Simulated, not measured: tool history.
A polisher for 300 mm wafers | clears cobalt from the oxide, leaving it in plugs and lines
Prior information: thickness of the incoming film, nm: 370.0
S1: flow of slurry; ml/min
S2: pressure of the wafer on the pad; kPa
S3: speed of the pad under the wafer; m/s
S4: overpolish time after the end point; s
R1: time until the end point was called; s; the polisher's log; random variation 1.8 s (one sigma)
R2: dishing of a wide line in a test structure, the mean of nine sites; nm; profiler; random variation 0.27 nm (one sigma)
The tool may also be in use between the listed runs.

run 1 hour=0.0 | S1=235 S2=17.2 S3=0.98 S4=15 | R1=47.215 R2=49.0270
run 2 hour=7.6 | S1=230 S2=15.9 S3=0.90 S4=13 | R1=56.151 R2=45.9860
run 3 hour=14.9 | S1=230 S2=13.1 S3=0.90 S4=13 | R1=61.948 R2=41.3860
run 4 hour=17.4 | S1=280 S2=13.1 S3=0.90 S4=13 | R1=62.141 R2=42.0250
run 5 hour=19.7 | S1=280 S2=15.2 S3=0.90 S4=13 | R1=55.815 R2=43.0370
run 6 hour=28.1 | S1=295 S2=13.8 S3=0.82 S4=11 | R1=65.694 R2=36.7570
run 7 hour=33.7 | S1=305 S2=13.1 S3=0.76 S4=10 | R1=69.805 R2=33.3180
run 8 hour=37.7 | S1=315 S2=12.4 S3=0.70 S4=9 | R1=82.416 R2=28.6810
run 9 hour=42.4 | S1=325 S2=12.4 S3=0.66 S4=8 | R1=85.351 R2=24.2040
run 10 hour=49.6 | S1=330 S2=12.4 S3=0.62 S4=7 | R1=89.527 R2=20.6410
run 11 hour=51.8 | S1=335 S2=12.4 S3=0.58 S4=6 | R1=94.658 R2=17.2250
run 12 hour=58.2 | S1=335 S2=12.4 S3=0.58 S4=6 | R1=96.164 R2=17.2710
run 13 hour=59.8 | S1=335 S2=12.4 S3=0.58 S4=6 | R1=95.875 R2=17.9020

Expected results for the next run?
run 14 hour=65.6 | S1=325 S2=9.0 S3=0.56 S4=4 | R1=? R2=?

{"run 14": {"R1": 119.96, "R2": 9.7242}}

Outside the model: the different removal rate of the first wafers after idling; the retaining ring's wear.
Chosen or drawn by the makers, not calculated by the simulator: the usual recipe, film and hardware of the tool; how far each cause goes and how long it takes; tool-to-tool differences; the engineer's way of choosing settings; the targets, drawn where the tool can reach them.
